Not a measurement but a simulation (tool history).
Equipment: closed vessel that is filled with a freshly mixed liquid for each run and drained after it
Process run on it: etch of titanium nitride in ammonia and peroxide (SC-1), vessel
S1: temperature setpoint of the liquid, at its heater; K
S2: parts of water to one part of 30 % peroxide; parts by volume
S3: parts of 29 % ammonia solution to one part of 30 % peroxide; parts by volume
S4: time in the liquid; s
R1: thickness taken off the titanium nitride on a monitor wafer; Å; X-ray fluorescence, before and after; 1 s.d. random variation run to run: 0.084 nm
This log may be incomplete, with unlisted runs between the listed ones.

run    day      S1    S2    S3   S4      R1
  1      0  334.15   6.5  0.45   95  235.78
  2  0.267  334.15   8.5  0.45   95   206.3
  3  0.596  334.15  10.5  0.45   95  187.21
  4  0.929  338.65  10.5  0.45   95  249.36
  5  1.075  338.65  10.5  0.45  105  271.96
  6  1.175  334.15  10.5  0.45  105  205.88
  7  1.538  331.15  10.5  0.45  105  169.95

Run 8 is up next; what results do you expect?
  8  1.917  329.15  10.5  0.45  105   ?

{"run 8": {"R1": 148.12}}

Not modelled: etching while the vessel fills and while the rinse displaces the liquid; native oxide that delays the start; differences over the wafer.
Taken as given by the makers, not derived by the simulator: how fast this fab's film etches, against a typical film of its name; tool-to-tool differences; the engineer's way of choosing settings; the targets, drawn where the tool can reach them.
